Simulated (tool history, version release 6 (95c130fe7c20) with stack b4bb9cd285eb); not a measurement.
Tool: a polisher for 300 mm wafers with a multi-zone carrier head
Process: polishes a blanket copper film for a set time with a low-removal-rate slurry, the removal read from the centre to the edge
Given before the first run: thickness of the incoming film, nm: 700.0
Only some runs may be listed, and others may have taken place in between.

run	hour	flow of slurry (ml/min)	pressure of the head's centre zone	pressure of the head's middle zone	pressure of the head's edge zone	abrasive content of the slurry	polishing time (s)	film removed at the wafer's centre (Å)	film removed at mid-radius (Å)	film removed at the wafer's edge (Å)
1	0.0	295	1.00	1.00	1.00	1.00	53	1158.10	1190.80	1184.6
2	4.6	230	1.00	1.00	1.00	1.00	53	1160.10	1169.10	1125.2
3	11.9	230	1.00	1.00	1.00	0.85	53	1118.60	1156.00	1135.7
4	15.5	230	1.00	1.00	1.07	0.85	53	1117.00	1129.80	1149.8
5	21.2	230	1.00	0.92	1.07	0.85	53	1110.00	1051.20	1166.3
6	22.4	220	0.98	0.93	1.04	0.80	51	1026.20	1017.30	1090.4
7	24.8	210	0.97	0.93	1.01	0.75	50	986.58	977.58	1047.5
8	27.1	210	0.97	0.93	1.01	0.75	50	992.98	976.74	1023.4
9	32.0	210	0.94	0.93	0.99	0.70	50	942.74	962.18	1019.1
10	36.0	210	0.94	0.93	0.99	0.70	50	934.67	965.64	1026.6

Run 11 has not been measured yet. What should we expect?
11	43.0	205	0.93	0.94	0.96	0.65	49	?	?	?

film removed at the wafer's centre (Å): 906.62
film removed at mid-radius (Å): 942.06
film removed at the wafer's edge (Å): 971.9
